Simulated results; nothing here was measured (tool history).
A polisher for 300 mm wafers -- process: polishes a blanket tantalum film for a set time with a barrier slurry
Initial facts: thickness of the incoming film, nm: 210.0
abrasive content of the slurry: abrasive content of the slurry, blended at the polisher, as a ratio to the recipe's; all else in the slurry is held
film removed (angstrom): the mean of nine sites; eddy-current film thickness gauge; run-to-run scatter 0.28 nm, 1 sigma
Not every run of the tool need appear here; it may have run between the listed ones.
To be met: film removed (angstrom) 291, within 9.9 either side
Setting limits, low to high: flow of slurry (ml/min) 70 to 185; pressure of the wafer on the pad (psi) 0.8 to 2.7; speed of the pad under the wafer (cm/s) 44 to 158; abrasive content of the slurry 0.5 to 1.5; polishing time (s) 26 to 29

| run | day | flow of slurry (ml/min) | pressure of the wafer on the pad (psi) | speed of the pad under the wafer (cm/s) | abrasive content of the slurry | polishing time (s) | film removed (angstrom) |
|---|---|---|---|---|---|---|---|
| 1 | 0 | 120 | 1.7 | 100 | 1 | 29 | 473.02 |
| 2 | 0.029 | 120 | 1.7 | 100 | 1 | 29 | 478.04 |
| 3 | 0.117 | 115 | 1.5 | 100 | 1 | 29 | 428.4 |
| 4 | 0.446 | 115 | 1.5 | 100 | 1 | 26 | 371.16 |
| 5 | 0.542 | 110 | 1.4 | 100 | 1 | 26 | 347.95 |
| 6 | 0.742 | 110 | 1.4 | 100 | 1.15 | 26 | 359.05 |
| 7 | 0.821 | 105 | 1.3 | 100 | 1.15 | 26 | 335.57 |
| 8 | 1.146 | 105 | 1.3 | 100 | 1.15 | 26 | 329.15 |
| 9 | 1.188 | 100 | 1.3 | 100 | 1.15 | 26 | 324.06 |
| 10 | 1.283 | 85 | 1.1 | 100 | 1.15 | 26 | 263.61 |
| 11 | 1.388 | 90 | 1.1 | 100 | 1.15 | 26 | 261.71 |
| 12 | 1.658 | 95 | 1.1 | 100 | 1.15 | 26 | 271.59 |
| 13 | 2.038 | 100 | 1.1 | 100 | 1.15 | 26 | 275.35 |
| 14 | 2.192 | 105 | 1.1 | 100 | 1.15 | 26 | 278.4 |
| 15 | 2.458 | 115 | 1.2 | 100 | 1.15 | 26 | 310.3 |
| 16 | 2.6 | 110 | 1.2 | 100 | 1.15 | 26 | 308.08 |
| 17 | 2.896 | 105 | 1.2 | 100 | 1.15 | 26 | 302.28 |

Of the 5 settings listed for the next run, only one would bring every result within its allowed miss of target. Which one?
| A | 3.192 | 85 | 1.2 | 100 | 1.05 | 29 | ? |
| B | 3.192 | 100 | 1 | 104 | 1.15 | 29 | ? |
| C | 3.192 | 85 | 1.6 | 88 | 1.1 | 26 | ? |
| D | 3.192 | 95 | 1.2 | 108 | 1.05 | 27 | ? |
| E | 3.192 | 115 | 1.1 | 100 | 1 | 29 | ? |

| move | film removed (angstrom) |
|---|---|
| A | 314.28 |
| B | 292.72 |
| C | 337.61 |
| D | 323.65 |
| E | 312.61 |
A: misses by more than the last run did
B: meets every target
C: misses by more than the last run did
D: misses by more than the last run did
E: misses by more than the last run did
Correct choice: B, which meets every target
